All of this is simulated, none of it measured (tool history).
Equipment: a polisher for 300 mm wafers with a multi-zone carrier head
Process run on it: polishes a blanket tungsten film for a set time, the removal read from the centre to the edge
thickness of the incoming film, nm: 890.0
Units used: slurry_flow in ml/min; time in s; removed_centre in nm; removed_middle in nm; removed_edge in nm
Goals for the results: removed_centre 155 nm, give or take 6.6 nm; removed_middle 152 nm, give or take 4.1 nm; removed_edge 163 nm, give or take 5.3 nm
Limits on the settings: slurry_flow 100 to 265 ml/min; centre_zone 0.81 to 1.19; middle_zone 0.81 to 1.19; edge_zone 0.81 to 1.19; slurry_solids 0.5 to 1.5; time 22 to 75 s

Run 1, hour 0: slurry_flow 170 ml/min, centre_zone 1, middle_zone 1, edge_zone 1, slurry_solids 1, time 48 s. Result: removed_centre 228.11 nm, removed_middle 229.52 nm, removed_edge 236.21 nm.
Run 2, hour 2.5: slurry_flow 170 ml/min, centre_zone 1, middle_zone 1, edge_zone 1, slurry_solids 1, time 56 s. Result: removed_centre 263.86 nm, removed_middle 269.83 nm, removed_edge 276.31 nm.
Run 3, hour 9.4: slurry_flow 160 ml/min, centre_zone 0.98, middle_zone 0.97, edge_zone 0.96, slurry_solids 0.85, time 52 s. Result: removed_centre 227.77 nm, removed_middle 232.76 nm, removed_edge 239.94 nm.
Run 4, hour 18.2: slurry_flow 155 ml/min, centre_zone 0.97, middle_zone 0.94, edge_zone 0.93, slurry_solids 0.75, time 49 s. Result: removed_centre 203.81 nm, removed_middle 207.06 nm, removed_edge 214.61 nm.
Run 5, hour 23.9: slurry_flow 150 ml/min, centre_zone 0.96, middle_zone 0.91, edge_zone 0.91, slurry_solids 0.7, time 47 s. Result: removed_centre 193.27 nm, removed_middle 188.36 nm, removed_edge 203.6 nm.
At hour 32.5: slurry nozzle cleaned.
Run 6, hour 32.5: slurry_flow 150 ml/min, centre_zone 0.96, middle_zone 0.95, edge_zone 0.91, slurry_solids 0.7, time 47 s. Result: removed_centre 214.78 nm, removed_middle 215.97 nm, removed_edge 214.78 nm.
Run 7, hour 38.3: slurry_flow 150 ml/min, centre_zone 0.94, middle_zone 0.92, edge_zone 0.89, slurry_solids 0.65, time 44 s. Result: removed_centre 193.37 nm, removed_middle 196.26 nm, removed_edge 194.33 nm.
Run 8, hour 45.8: slurry_flow 150 ml/min, centre_zone 0.93, middle_zone 0.89, edge_zone 0.89, slurry_solids 0.65, time 42 s. Result: removed_centre 183.73 nm, removed_middle 180.48 nm, removed_edge 188.98 nm.
Run 9, hour 50: slurry_flow 145 ml/min, centre_zone 0.92, middle_zone 0.88, edge_zone 0.89, slurry_solids 0.6, time 40 s. Result: removed_centre 172.05 nm, removed_middle 167.52 nm, removed_edge 177.64 nm.
Run 10, hour 58.8: slurry_flow 140 ml/min, centre_zone 0.91, middle_zone 0.87, edge_zone 0.89, slurry_solids 0.55, time 39 s. Result: removed_centre 160.19 nm, removed_middle 157.23 nm, removed_edge 169.76 nm.
Run 11, hour 63.8: slurry_flow 135 ml/min, centre_zone 0.91, middle_zone 0.87, edge_zone 0.89, slurry_solids 0.55, time 39 s. Result: removed_centre 158.77 nm, removed_middle 159.03 nm, removed_edge 166.89 nm.

Of the 5 settings listed for the next run, only one would bring every result within its allowed miss of target. Which one?
Run A, hour 68.8: slurry_flow 115 ml/min, centre_zone 0.93, middle_zone 0.97, edge_zone 0.81, slurry_solids 0.5, time 40 s. Result: removed_centre ?, removed_middle ?, removed_edge ?.
Run B, hour 68.8: slurry_flow 135 ml/min, centre_zone 0.91, middle_zone 0.93, edge_zone 0.87, slurry_solids 0.5, time 39 s. Result: removed_centre ?, removed_middle ?, removed_edge ?.
Run C, hour 68.8: slurry_flow 115 ml/min, centre_zone 0.89, middle_zone 0.93, edge_zone 0.81, slurry_solids 0.7, time 39 s. Result: removed_centre ?, removed_middle ?, removed_edge ?.
Run D, hour 68.8: slurry_flow 115 ml/min, centre_zone 0.96, middle_zone 0.91, edge_zone 0.95, slurry_solids 0.65, time 37 s. Result: removed_centre ?, removed_middle ?, removed_edge ?.
Run E, hour 68.8: slurry_flow 180 ml/min, centre_zone 0.99, middle_zone 0.92, edge_zone 0.91, slurry_solids 0.5, time 38 s. Result: removed_centre ?, removed_middle ?, removed_edge ?.

move  removed_centre  removed_middle  removed_edge
   A          156.37          165.49        155.91
   B           156.9          162.62        161.77
   C          154.85          164.81         160.9
   D          155.49           151.5        162.02
   E          176.67          166.56        167.92
A: the biggest miss grows against the last run
B: the biggest miss grows against the last run
C: the biggest miss grows against the last run
D: all results land within tolerance of their targets
E: the biggest miss grows against the last run
Answer: D
